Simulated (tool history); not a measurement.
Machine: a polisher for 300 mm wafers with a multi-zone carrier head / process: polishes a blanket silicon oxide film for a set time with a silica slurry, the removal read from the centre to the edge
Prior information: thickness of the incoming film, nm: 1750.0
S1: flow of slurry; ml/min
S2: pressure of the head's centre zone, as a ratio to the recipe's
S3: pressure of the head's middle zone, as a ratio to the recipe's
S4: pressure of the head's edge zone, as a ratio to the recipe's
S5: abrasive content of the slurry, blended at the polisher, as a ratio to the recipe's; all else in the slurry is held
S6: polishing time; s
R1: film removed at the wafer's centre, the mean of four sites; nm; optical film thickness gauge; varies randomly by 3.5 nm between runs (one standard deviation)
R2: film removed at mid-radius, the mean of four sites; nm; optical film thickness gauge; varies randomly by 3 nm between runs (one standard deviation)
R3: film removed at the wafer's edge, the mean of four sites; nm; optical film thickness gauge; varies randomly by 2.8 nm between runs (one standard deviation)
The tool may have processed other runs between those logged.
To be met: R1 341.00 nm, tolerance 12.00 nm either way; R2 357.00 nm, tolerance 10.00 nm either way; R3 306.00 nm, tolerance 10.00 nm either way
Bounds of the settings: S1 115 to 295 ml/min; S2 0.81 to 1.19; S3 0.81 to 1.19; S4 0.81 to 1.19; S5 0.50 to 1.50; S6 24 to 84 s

run 1 hour=0.0 | S1=190 S2=1.00 S3=1.00 S4=1.00 S5=1.00 S6=54 | R1=235.81 R2=231.12 R3=231.99
run 2 hour=2.8 | S1=210 S2=1.03 S3=1.06 S4=1.02 S5=1.15 S6=54 | R1=259.75 R2=267.01 R3=253.04
run 3 hour=4.1 | S1=240 S2=1.03 S3=1.06 S4=1.02 S5=1.15 S6=54 | R1=269.49 R2=276.62 R3=260.83
run 4 hour=10.3 | S1=250 S2=1.06 S3=1.09 S4=1.03 S5=1.20 S6=54 | R1=290.82 R2=289.73 R3=261.75
run 5 hour=13.7 | S1=260 S2=1.06 S3=1.11 S4=1.05 S5=1.30 S6=54 | R1=296.83 R2=307.39 R3=275.22
run 6 hour=14.6 | S1=260 S2=1.06 S3=1.11 S4=1.02 S5=1.30 S6=54 | R1=304.04 R2=306.70 R3=275.48
run 7 hour=20.1 | S1=265 S2=1.06 S3=1.13 S4=1.03 S5=1.35 S6=54 | R1=302.20 R2=316.84 R3=282.81
run 8 hour=24.6 | S1=270 S2=1.07 S3=1.15 S4=1.03 S5=1.40 S6=54 | R1=316.67 R2=327.82 R3=284.84
run 9 hour=28.4 | S1=275 S2=1.07 S3=1.16 S4=1.04 S5=1.45 S6=54 | R1=322.70 R2=337.91 R3=292.27
run 10 hour=33.7 | S1=275 S2=1.07 S3=1.17 S4=1.05 S5=1.45 S6=54 | R1=315.59 R2=333.90 R3=292.44
run 11 hour=39.1 | S1=280 S2=1.07 S3=1.17 S4=1.05 S5=1.45 S6=54 | R1=323.52 R2=337.62 R3=300.10
run 12 hour=45.7 | S1=280 S2=1.07 S3=1.18 S4=1.04 S5=1.45 S6=54 | R1=320.42 R2=341.04 R3=286.54
run 13 hour=50.9 | S1=280 S2=1.07 S3=1.18 S4=1.05 S5=1.45 S6=54 | R1=317.32 R2=339.19 R3=290.56
run 14 hour=53.8 | S1=280 S2=1.08 S3=1.18 S4=1.05 S5=1.45 S6=54 | R1=328.39 R2=339.70 R3=295.05

Which single option among these 5 for the next run brings every result within its allowed miss of target? Just one does.
run A hour=56.7 | S1=285 S2=1.13 S3=1.05 S4=1.14 S5=1.30 S6=62 | R1=? R2=? R3=?
run B hour=56.7 | S1=275 S2=1.10 S3=1.09 S4=1.17 S5=1.45 S6=56 | R1=? R2=? R3=?
run C hour=56.7 | S1=210 S2=1.17 S3=1.10 S4=1.17 S5=1.25 S6=63 | R1=? R2=? R3=?
run D hour=56.7 | S1=265 S2=1.10 S3=1.19 S4=0.95 S5=1.35 S6=57 | R1=? R2=? R3=?
run E hour=56.7 | S1=235 S2=1.08 S3=1.16 S4=0.99 S5=1.35 S6=61 | R1=? R2=? R3=?

move=A R1=369.98 R2=340.43 R3=339.00
move=B R1=340.22 R2=331.70 R3=324.37
move=C R1=365.79 R2=340.02 R3=332.78
move=D R1=334.55 R2=351.81 R3=287.50
move=E R1=346.04 R2=362.94 R3=310.45
A: its largest miss is bigger than the last run's
B: its largest miss is bigger than the last run's
C: its largest miss is bigger than the last run's
D: gets the furthest-off result to its target, but another result is out of tolerance
E: hits every target within its allowed miss
E is the move that brings every result within its allowed miss.
